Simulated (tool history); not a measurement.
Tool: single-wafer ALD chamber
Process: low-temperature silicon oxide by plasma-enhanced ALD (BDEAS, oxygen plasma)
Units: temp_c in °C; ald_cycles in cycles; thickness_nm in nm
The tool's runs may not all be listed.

run  hour  temp_c  ald_cycles  thickness_nm
  1     0     105          54        8.7652
  2   6.9     104          56        9.1234
  3  10.6     113          56        8.9898
  4  19.4     103          56        9.1408
  5  21.8     113          56          8.97
  6  28.4     113          50        7.9968
  7  32.9     111          52        8.3693
  8  36.8     111          52         8.356
  9  40.2     109          54        8.7133
 10  47.6     108          56        9.0417
 11  54.3     107          57        9.1959
 12  59.8     106          58        9.4393
 13  61.8     105          59        9.5536
 14  68.7     105          59        9.5995

Forecast run 15:
 15    72     104          60             ?

thickness_nm: 9.7696 nm

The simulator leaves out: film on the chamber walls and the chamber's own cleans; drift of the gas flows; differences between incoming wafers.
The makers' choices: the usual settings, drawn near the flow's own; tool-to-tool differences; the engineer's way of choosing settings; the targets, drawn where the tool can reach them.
